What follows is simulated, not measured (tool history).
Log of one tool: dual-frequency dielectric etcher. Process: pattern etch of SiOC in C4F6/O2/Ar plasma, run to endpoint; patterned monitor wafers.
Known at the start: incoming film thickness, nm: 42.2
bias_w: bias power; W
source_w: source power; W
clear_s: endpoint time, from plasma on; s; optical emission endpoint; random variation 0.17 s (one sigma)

Run 1, hour 0: bias_w 328 W, source_w 360 W. Result: clear_s 20.122 s.
Run 2, hour 6.4: bias_w 306 W, source_w 350 W. Result: clear_s 20.954 s.
Run 3, hour 9.4: bias_w 306 W, source_w 400 W. Result: clear_s 20.484 s.
Run 4, hour 11.3: bias_w 286 W, source_w 390 W. Result: clear_s 20.958 s.
Run 5, hour 17.9: bias_w 269 W, source_w 380 W. Result: clear_s 21.491 s.
Run 6, hour 25.6: bias_w 269 W, source_w 440 W. Result: clear_s 20.667 s.
Run 7, hour 26.3: bias_w 253 W, source_w 420 W. Result: clear_s 21.56 s.
Run 8, hour 27.4: bias_w 241 W, source_w 410 W. Result: clear_s 22.172 s.

The next listed run, before its measurement:
Run 9, hour 34.3: bias_w 233 W, source_w 410 W. Result: clear_s ?.

Run 9 gave clear_s 22.443 s.
